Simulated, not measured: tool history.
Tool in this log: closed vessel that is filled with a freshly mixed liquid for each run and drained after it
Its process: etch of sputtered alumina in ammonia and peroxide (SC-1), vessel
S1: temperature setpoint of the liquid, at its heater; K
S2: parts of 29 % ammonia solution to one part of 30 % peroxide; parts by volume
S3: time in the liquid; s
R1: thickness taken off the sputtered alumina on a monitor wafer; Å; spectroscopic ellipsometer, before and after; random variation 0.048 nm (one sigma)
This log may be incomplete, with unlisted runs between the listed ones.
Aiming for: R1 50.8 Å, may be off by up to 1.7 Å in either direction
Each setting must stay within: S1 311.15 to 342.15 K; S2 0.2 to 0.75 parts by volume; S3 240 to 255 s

run 1 day=0 | S1=326.15 S2=0.45 S3=240 | R1=109.36
run 2 day=0.308 | S1=322.65 S2=0.45 S3=240 | R1=91.38
run 3 day=0.412 | S1=322.65 S2=0.35 S3=240 | R1=89.904
run 4 day=0.708 | S1=318.15 S2=0.35 S3=240 | R1=68.883
run 5 day=0.9 | S1=316.65 S2=0.35 S3=240 | R1=63.008
run 6 day=1.004 | S1=315.65 S2=0.35 S3=240 | R1=59.028
run 7 day=1.167 | S1=315.15 S2=0.35 S3=240 | R1=57.812
run 8 day=1.262 | S1=314.65 S2=0.35 S3=240 | R1=56.686
run 9 day=1.621 | S1=314.15 S2=0.35 S3=240 | R1=54.941

Exactly one of the 4 candidate moves below puts every result within its allowed miss. Which one?
run A day=1.979 | S1=313.65 S2=0.3 S3=255 | R1=?
run B day=1.979 | S1=313.65 S2=0.25 S3=255 | R1=?
run C day=1.979 | S1=312.15 S2=0.3 S3=255 | R1=?
run D day=1.979 | S1=315.15 S2=0.25 S3=240 | R1=?

move=A R1=55.74
move=B R1=54.775
move=C R1=51.007
move=D R1=56.284
A: further off than the last run
B: as far off as the last run
C: all results in spec
D: further off than the last run
C meets every target.
